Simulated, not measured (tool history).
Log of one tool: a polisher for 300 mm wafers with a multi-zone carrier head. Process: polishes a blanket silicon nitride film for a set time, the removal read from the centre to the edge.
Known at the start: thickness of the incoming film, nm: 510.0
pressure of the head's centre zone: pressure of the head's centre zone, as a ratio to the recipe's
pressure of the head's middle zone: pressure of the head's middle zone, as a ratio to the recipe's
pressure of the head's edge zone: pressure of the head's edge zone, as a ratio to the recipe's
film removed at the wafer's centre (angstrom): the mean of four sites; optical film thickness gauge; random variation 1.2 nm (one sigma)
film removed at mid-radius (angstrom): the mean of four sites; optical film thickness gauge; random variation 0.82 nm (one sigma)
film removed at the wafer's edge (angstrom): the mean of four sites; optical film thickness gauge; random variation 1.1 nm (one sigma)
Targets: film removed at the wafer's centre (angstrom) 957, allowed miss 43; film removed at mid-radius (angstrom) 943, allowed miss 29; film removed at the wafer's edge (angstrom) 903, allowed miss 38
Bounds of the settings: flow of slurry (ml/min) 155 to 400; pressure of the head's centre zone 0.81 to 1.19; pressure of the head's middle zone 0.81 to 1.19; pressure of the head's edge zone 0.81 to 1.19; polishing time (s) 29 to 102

run  hour  flow of slurry (ml/min)  pressure of the head's centre zone  pressure of the head's middle zone  pressure of the head's edge zone  polishing time (s)  film removed at the wafer's centre (angstrom)  film removed at mid-radius (angstrom)  film removed at the wafer's edge (angstrom)
  1     0                      255                                   1                                   1                                 1                  65                                         1204.5                                 1225.3                                       1220.5
  2   1.3                      255                                   1                                0.99                              0.98                  62                                         1146.1                                   1146                                       1150.1
  3   8.5                      255                                   1                                0.99                              0.93                  62                                         1153.6                                 1132.1                                       1107.5
  4  10.9                      255                                0.99                                0.99                              0.91                  61                                         1095.1                                 1120.1                                       1109.8
  5  12.4                      255                                0.99                                0.99                              0.82                  61                                         1126.2                                 1115.7                                       1069.1
  6  21.1                      255                                0.99                                0.99                              0.82                  59                                         1089.3                                 1065.3                                       1023.8
  7  25.1                      240                                0.98                                0.99                              0.81                  50                                         909.17                                 908.73                                       860.63
  8  29.4                      245                                0.98                                0.99                              0.82                  50                                         904.72                                 931.68                                       875.23
  9  35.8                      250                                0.98                                0.99                              0.82                  50                                         905.06                                 911.21                                       882.84

5 next moves are on the table. One of them brings every result within its allowed miss. Which?
  A  42.2                      270                                0.97                                1.01                               0.9                  48                                              ?                                      ?                                            ?
  B  42.2                      205                                0.99                                0.97                              0.81                  53                                              ?                                      ?                                            ?
  C  42.2                      240                                0.99                                0.88                              0.85                  51                                              ?                                      ?                                            ?
  D  42.2                      160                                1.19                                1.09                              0.82                  51                                              ?                                      ?                                            ?
  E  42.2                      155                                1.04                                0.96                              0.84                  54                                              ?                                      ?                                            ?

move  film removed at the wafer's centre (angstrom)  film removed at mid-radius (angstrom)  film removed at the wafer's edge (angstrom)
   A                                         865.25                                 911.69                                       893.26
   B                                         934.61                                 936.62                                       927.22
   C                                         922.36                                 850.56                                       922.88
   D                                         1027.7                                 948.19                                        864.1
   E                                         941.56                                 895.81                                       918.82
A: further off than the last run
B: meets every target
C: brings the result that was furthest off to its target, and leaves another outside
D: takes the result that was furthest off past its target
E: brings the result that was furthest off to its target, and leaves another outside
The right move is B.

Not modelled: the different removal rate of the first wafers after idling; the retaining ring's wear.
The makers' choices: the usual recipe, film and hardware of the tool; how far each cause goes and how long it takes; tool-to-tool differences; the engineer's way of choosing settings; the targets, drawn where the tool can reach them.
